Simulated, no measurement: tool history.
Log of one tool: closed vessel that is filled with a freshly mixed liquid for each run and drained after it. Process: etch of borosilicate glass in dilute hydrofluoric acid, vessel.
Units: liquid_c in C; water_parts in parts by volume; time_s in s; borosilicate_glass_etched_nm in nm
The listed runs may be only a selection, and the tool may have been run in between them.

| run | day | liquid_c | water_parts | time_s | borosilicate_glass_etched_nm |
|---|---|---|---|---|---|
| 1 | 0 | 22 | 140 | 250 | 52.12 |
| 2 | 0.042 | 20 | 140 | 250 | 47.615 |
| 3 | 0.254 | 20 | 110 | 250 | 62.972 |
| 4 | 0.558 | 22 | 110 | 250 | 67.403 |
| 5 | 0.883 | 20.5 | 110 | 250 | 64.827 |
| 6 | 1.188 | 20.5 | 150 | 250 | 45.398 |
| 7 | 1.267 | 22.5 | 140 | 250 | 52.016 |
| 8 | 1.354 | 24 | 130 | 250 | 61.757 |
| 9 | 1.508 | 25 | 125 | 250 | 67.194 |
| 10 | 1.842 | 26 | 120 | 250 | 72.296 |
|  | 2.2 | hydrofluoric acid flow meter replaced |
| 11 | 2.2 | 27 | 120 | 250 | 82.988 |
| 12 | 2.25 | 27.5 | 120 | 250 | 83.456 |

Run 13 comes next. What will it give?
| 13 | 2.588 | 28 | 120 | 250 | ? |

borosilicate_glass_etched_nm: 84.64 nm
